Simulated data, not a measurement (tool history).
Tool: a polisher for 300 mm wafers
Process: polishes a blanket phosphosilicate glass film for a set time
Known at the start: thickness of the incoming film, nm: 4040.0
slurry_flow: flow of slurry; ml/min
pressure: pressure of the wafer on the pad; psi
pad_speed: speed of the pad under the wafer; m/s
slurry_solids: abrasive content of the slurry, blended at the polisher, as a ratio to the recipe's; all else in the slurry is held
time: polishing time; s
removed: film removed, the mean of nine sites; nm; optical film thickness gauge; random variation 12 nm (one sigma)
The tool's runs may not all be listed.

run	day	slurry_flow	pressure	pad_speed	slurry_solids	time	removed
1	0	240	4.2	1.1	1	53	624.99
2	0.329	240	5	1.16	1	53	760.67
3	0.483	245	5.6	1.26	1	53	928.72
4	0.708	245	5.6	1.26	0.9	53	885.98
5	1.012	245	5.9	1.34	0.9	53	974.28
6	1.183	250	6.1	1.4	0.9	53	1036.3

The next listed run, before its measurement:
7	1.267	250	6.3	1.46	0.9	53	?

{"run 7": {"removed": 1087.6}}
